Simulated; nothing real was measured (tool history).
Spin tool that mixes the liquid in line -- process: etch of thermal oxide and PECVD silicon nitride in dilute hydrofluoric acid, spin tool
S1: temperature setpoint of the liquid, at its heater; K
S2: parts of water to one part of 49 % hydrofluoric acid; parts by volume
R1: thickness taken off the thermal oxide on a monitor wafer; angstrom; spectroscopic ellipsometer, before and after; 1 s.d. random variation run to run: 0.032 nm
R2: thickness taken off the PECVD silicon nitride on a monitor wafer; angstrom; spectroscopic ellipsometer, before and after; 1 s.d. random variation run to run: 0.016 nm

run 1 day=0 | S1=295.15 S2=90 time_under_the_liquid_(s)=180 | R1=89.554 R2=109.46
run 2 day=0.379 | S1=294.65 S2=100 time_under_the_liquid_(s)=180 | R1=77.266 R2=94.16
run 3 day=0.629 | S1=294.65 S2=70 time_under_the_liquid_(s)=180 | R1=114.3 R2=133.85
run 4 day=0.862 | S1=294.15 S2=80 time_under_the_liquid_(s)=180 | R1=97.85 R2=113.27
run 5 day=0.979 | S1=294.15 S2=80 time_under_the_liquid_(s)=210 | R1=112.83 R2=132.15
run 6 day=1.025 | S1=293.65 S2=90 time_under_the_liquid_(s)=210 | R1=97.545 R2=114.35
run 7 day=1.121 | S1=293.15 S2=100 time_under_the_liquid_(s)=210 | R1=84.041 R2=99.641
run 8 day=1.175 | S1=292.65 S2=105 time_under_the_liquid_(s)=210 | R1=78.736 R2=91.392
run 9 day=1.4 | S1=292.65 S2=110 time_under_the_liquid_(s)=210 | R1=75.249 R2=87.632
run 10 day=1.442 | S1=292.65 S2=115 time_under_the_liquid_(s)=205 | R1=69.75 R2=82.037
run 11 day=1.579 | S1=292.65 S2=120 time_under_the_liquid_(s)=200 | R1=65.214 R2=76.903

Expected results for the next run?
run 12 day=1.867 | S1=292.65 S2=125 time_under_the_liquid_(s)=195 | R1=? R2=?

Run 12 produced R1 59.559 angstrom, R2 71.866 angstrom.
